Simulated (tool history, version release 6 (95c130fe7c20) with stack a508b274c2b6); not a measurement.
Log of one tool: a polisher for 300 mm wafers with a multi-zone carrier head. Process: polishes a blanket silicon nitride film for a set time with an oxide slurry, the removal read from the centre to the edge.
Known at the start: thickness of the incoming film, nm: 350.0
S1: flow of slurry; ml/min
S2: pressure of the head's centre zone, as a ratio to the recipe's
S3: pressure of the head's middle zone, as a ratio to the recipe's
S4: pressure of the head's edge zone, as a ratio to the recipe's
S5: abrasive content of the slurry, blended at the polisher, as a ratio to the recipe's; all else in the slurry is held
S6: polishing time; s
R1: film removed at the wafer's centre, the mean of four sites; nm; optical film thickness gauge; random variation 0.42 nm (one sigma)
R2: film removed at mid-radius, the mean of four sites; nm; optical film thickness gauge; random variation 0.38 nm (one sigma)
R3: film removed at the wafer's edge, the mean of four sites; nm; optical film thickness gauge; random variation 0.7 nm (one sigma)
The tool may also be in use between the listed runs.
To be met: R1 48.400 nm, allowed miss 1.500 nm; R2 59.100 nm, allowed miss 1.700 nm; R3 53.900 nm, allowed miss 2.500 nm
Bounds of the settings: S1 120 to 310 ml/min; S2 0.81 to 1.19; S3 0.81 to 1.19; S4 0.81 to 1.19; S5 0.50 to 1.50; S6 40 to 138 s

run 1 hour=0.0 | S1=200 S2=1.00 S3=1.00 S4=1.00 S5=1.00 S6=88 | R1=57.459 R2=59.018 R3=58.086
run 2 hour=7.1 | S1=200 S2=0.93 S3=1.00 S4=1.00 S5=1.00 S6=88 | R1=53.426 R2=59.026 R3=57.944
run 3 hour=12.0 | S1=200 S2=0.93 S3=0.95 S4=1.00 S5=1.00 S6=88 | R1=52.676 R2=56.067 R3=56.638
run 4 hour=14.5 | S1=195 S2=0.90 S3=0.97 S4=0.97 S5=1.00 S6=88 | R1=50.440 R2=57.312 R3=56.370
run 5 hour=20.5 | S1=195 S2=0.90 S3=0.97 S4=0.97 S5=1.00 S6=101 | R1=58.876 R2=65.196 R3=64.644
run 6 hour=28.8 | S1=190 S2=0.88 S3=0.97 S4=0.92 S5=0.95 S6=101 | R1=57.066 R2=64.646 R3=62.684
run 7 hour=35.7 | S1=185 S2=0.86 S3=0.98 S4=0.89 S5=0.85 S6=101 | R1=53.419 R2=62.581 R3=57.954
run 8 hour=37.4 | S1=175 S2=0.84 S3=0.97 S4=0.87 S5=0.85 S6=101 | R1=51.916 R2=62.200 R3=58.585

5 next moves are on the table. One of them brings every result within its allowed miss. Which?
run A hour=39.1 | S1=265 S2=1.00 S3=0.93 S4=0.93 S5=0.50 S6=111 | R1=? R2=? R3=?
run B hour=39.1 | S1=160 S2=0.84 S3=1.08 S4=0.85 S5=0.85 S6=96 | R1=? R2=? R3=?
run C hour=39.1 | S1=170 S2=0.83 S3=0.97 S4=0.81 S5=1.05 S6=91 | R1=? R2=? R3=?
run D hour=39.1 | S1=150 S2=0.85 S3=0.92 S4=0.89 S5=0.90 S6=103 | R1=? R2=? R3=?
run E hour=39.1 | S1=170 S2=0.81 S3=1.06 S4=0.81 S5=0.80 S6=94 | R1=? R2=? R3=?

move=A R1=61.101 R2=58.743 R3=59.116
move=B R1=48.984 R2=63.638 R3=55.043
move=C R1=49.154 R2=59.286 R3=54.717
move=D R1=53.646 R2=60.674 R3=61.164
move=E R1=45.716 R2=60.661 R3=52.068
A: further off than the last run
B: brings the result that was furthest off to its target, and leaves another outside
C: meets every target
D: further off than the last run
E: takes the result that was furthest off past its target
Move C is the one to make.
